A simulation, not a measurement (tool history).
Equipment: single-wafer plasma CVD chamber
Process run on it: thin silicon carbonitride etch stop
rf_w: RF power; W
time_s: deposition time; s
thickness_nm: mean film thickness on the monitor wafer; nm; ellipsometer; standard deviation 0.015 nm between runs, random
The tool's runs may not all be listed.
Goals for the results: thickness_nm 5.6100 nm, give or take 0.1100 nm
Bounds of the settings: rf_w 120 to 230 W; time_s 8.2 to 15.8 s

{"run": 1, "hour": 0.0, "rf_w": 175, "time_s": 12.0, "thickness_nm": 6.682}
{"run": 2, "hour": 5.3, "rf_w": 170, "time_s": 11.8, "thickness_nm": 6.56}
{"run": 3, "hour": 12.9, "rf_w": 165, "time_s": 11.6, "thickness_nm": 6.3965}
{"run": 4, "hour": 20.2, "rf_w": 160, "time_s": 11.4, "thickness_nm": 6.2458}
{"run": 5, "hour": 26.4, "rf_w": 155, "time_s": 11.3, "thickness_nm": 6.1375}
{"run": 6, "hour": 33.8, "rf_w": 155, "time_s": 11.9, "thickness_nm": 6.458}
{"run": 7, "hour": 37.2, "rf_w": 125, "time_s": 10.5, "thickness_nm": 5.4734}
{"run": 8, "hour": 45.3, "rf_w": 125, "time_s": 10.5, "thickness_nm": 5.456}

4 next moves are on the table. One of them brings every result within its allowed miss. Which?
{"run": "A", "hour": 53.4, "rf_w": 125, "time_s": 10.9, "thickness_nm": "?"}
{"run": "B", "hour": 53.4, "rf_w": 125, "time_s": 11.2, "thickness_nm": "?"}
{"run": "C", "hour": 53.4, "rf_w": 140, "time_s": 10.0, "thickness_nm": "?"}
{"run": "D", "hour": 53.4, "rf_w": 130, "time_s": 10.1, "thickness_nm": "?"}

move=A thickness_nm=5.6596
move=B thickness_nm=5.8154
move=C thickness_nm=5.3218
move=D thickness_nm=5.2886
A: each result inside its tolerance
B: carries the result that was furthest off beyond its target, to the other side
C: lands further from the targets than the last run did
D: lands further from the targets than the last run did
A meets every target.

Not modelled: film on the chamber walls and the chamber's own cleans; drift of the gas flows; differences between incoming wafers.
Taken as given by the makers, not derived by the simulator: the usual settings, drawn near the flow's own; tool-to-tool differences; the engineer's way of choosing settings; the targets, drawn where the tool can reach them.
